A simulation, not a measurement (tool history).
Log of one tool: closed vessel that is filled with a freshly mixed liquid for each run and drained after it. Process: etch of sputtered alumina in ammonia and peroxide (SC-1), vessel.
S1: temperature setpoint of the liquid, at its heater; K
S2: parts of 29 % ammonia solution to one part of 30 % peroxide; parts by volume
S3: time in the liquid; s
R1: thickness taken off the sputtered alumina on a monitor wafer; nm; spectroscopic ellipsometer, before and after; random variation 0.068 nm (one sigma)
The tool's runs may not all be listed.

{"run": 1, "day": 0.0, "S1": 331.15, "S2": 0.55, "S3": 400, "R1": 16.663}
{"run": 2, "day": 0.175, "S1": 329.15, "S2": 0.55, "S3": 400, "R1": 15.286}
{"run": 3, "day": 0.271, "S1": 333.65, "S2": 0.55, "S3": 400, "R1": 18.958}
{"run": 4, "day": 0.375, "S1": 333.65, "S2": 0.55, "S3": 400, "R1": 19.115}
{"run": 5, "day": 0.738, "S1": 331.15, "S2": 0.55, "S3": 400, "R1": 16.828}
{"run": 6, "day": 0.883, "S1": 331.15, "S2": 0.55, "S3": 400, "R1": 16.937}
{"run": 7, "day": 1.042, "S1": 328.65, "S2": 0.55, "S3": 400, "R1": 14.865}

Forecast run 8:
{"day": 1.254, "done": "ammonia flow meter replaced"}
{"run": 8, "day": 1.254, "S1": 326.65, "S2": 0.55, "S3": 400, "R1": "?"}

Run 8 gave R1 13.256 nm.

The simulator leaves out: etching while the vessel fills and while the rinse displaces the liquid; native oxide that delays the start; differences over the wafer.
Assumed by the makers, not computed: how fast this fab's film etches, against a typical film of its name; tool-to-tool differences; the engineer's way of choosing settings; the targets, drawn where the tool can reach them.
